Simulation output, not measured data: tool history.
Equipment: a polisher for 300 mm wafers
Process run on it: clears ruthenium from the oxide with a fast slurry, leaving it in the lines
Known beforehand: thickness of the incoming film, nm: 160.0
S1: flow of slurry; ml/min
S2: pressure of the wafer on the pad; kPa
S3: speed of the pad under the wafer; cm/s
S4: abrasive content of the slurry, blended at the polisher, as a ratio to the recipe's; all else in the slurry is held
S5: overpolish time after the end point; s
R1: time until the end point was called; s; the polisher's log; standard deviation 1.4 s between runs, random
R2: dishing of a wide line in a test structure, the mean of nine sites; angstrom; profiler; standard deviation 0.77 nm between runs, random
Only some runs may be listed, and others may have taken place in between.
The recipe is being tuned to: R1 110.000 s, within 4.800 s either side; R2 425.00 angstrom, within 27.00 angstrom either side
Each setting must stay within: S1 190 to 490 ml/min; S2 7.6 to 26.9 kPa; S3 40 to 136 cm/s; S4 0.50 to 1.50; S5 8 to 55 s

run	hour	S1	S2	S3	S4	S5	R1	R2
1	0.0	315	17.2	88	1.00	28	49.963	478.05
2	2.6	315	17.2	88	1.00	22	49.322	413.87
3	9.3	315	15.9	84	1.00	25	57.095	424.06
4	13.9	315	14.5	82	1.00	27	63.367	406.88
5	22.8	315	14.5	82	1.00	33	63.177	468.68
6	26.7	315	13.1	80	1.00	34	73.129	435.90
7	32.9	315	12.4	80	1.00	36	76.418	440.69
8	37.9	315	11.7	80	1.00	37	79.457	425.93
9	45.1	315	7.6	70	1.00	51	138.740	369.07
10	50.2	315	8.3	70	1.00	51	124.650	397.81
11	55.2	315	9.0	70	1.00	51	118.390	412.66

Next run, 4 choices. One meets every target within its allowed miss, the rest don't. Which?
A	60.2	295	8.3	72	0.95	45	?	?
B	60.2	420	10.3	58	1.25	50	?	?
C	60.2	190	9.7	64	1.05	48	?	?
D	60.2	260	7.6	84	1.10	39	?	?

move	R1	R2
A	124.270	368.44
B	107.840	426.36
C	122.510	386.84
D	110.970	361.51
A: lands further from the targets than the last run did
B: every result lands within tolerance
C: lands further from the targets than the last run did
D: brings the last run's worst result on target, with another outside its allowed miss
The move that meets every target is B.
